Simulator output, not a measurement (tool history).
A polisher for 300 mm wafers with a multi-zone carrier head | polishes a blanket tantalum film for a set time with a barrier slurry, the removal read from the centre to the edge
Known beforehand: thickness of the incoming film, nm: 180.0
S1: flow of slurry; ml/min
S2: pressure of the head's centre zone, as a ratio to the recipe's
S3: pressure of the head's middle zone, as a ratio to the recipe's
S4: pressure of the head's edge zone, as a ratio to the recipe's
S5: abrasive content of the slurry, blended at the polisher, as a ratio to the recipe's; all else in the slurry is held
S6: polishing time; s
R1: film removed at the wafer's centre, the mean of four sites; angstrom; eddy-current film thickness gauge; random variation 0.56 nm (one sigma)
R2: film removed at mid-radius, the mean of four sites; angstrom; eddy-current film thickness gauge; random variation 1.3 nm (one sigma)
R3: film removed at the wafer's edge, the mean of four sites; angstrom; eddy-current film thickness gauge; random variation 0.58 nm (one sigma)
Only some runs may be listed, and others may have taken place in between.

run	hour	S1	S2	S3	S4	S5	S6	R1	R2	R3
1	0	275	1	1	1	1	27	633.52	740.13	709.63
2	0.5	340	1	1	1	1	27	641.15	742.87	705.07
3	7.3	340	1.02	1.01	1	1.05	27	667.29	772.19	723.13
4	14.9	340	1.02	1.01	1	0.9	27	638.78	719.37	685.2
# hour 18.7: centre zone pressure recalibrated
5	18.7	340	1.04	1.02	1	0.95	27	716.38	741.39	710.52
6	19.4	340	1.04	1.02	1	1.15	27	766.78	796.81	757.3
7	28	340	1.04	1.04	1.01	1.15	27	761.65	804.02	753.01
8	33.3	340	1.04	1.05	1.01	1.2	27	769.81	822.02	766.85

The next listed run, before its measurement:
9	38.3	340	1.04	1.05	1.01	1.2	27	?	?	?

{"run 9": {"R1": 780.22, "R2": 848.6, "R3": 758.44}}
